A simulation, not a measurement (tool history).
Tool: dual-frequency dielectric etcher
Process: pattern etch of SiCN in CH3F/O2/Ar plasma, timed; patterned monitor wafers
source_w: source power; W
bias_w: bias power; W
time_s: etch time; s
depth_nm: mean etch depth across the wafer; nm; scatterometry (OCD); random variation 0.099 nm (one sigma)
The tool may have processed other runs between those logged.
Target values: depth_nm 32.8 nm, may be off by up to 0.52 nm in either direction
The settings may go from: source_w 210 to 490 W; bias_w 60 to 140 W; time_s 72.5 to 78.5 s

Run 1, day 0: source_w 350 W, bias_w 100 W, time_s 78.5 s. Result: depth_nm 30.57 nm.
Run 2, day 0.025: source_w 370 W, bias_w 101 W, time_s 78.5 s. Result: depth_nm 31.356 nm.
Run 3, day 0.138: source_w 340 W, bias_w 101 W, time_s 78.5 s. Result: depth_nm 30.229 nm.
Run 4, day 0.354: source_w 360 W, bias_w 102 W, time_s 78.5 s. Result: depth_nm 31.019 nm.
Run 5, day 0.592: source_w 370 W, bias_w 102 W, time_s 78.5 s. Result: depth_nm 31.476 nm.
Run 6, day 0.767: source_w 380 W, bias_w 102 W, time_s 78.5 s. Result: depth_nm 31.706 nm.
Run 7, day 1.067: source_w 390 W, bias_w 102 W, time_s 78.5 s. Result: depth_nm 31.917 nm.
Run 8, day 1.092: source_w 400 W, bias_w 102 W, time_s 78.5 s. Result: depth_nm 32.214 nm.

Which single option among these 5 for the next run brings every result within its allowed miss of target? Just one does.
Run A, day 1.117: source_w 410 W, bias_w 123 W, time_s 75 s. Result: depth_nm ?.
Run B, day 1.117: source_w 490 W, bias_w 107 W, time_s 72.5 s. Result: depth_nm ?.
Run C, day 1.117: source_w 360 W, bias_w 118 W, time_s 74 s. Result: depth_nm ?.
Run D, day 1.117: source_w 410 W, bias_w 97 W, time_s 77.5 s. Result: depth_nm ?.
Run E, day 1.117: source_w 380 W, bias_w 105 W, time_s 77 s. Result: depth_nm ?.

move  depth_nm
   A    33.664
   B    32.469
   C    31.211
   D    31.243
   E    31.359
A: the result that was furthest off in the last run now lies on the other side of its target
B: each result inside its tolerance
C: the biggest miss grows against the last run
D: the biggest miss grows against the last run
E: the biggest miss grows against the last run
The move that meets every target is B.
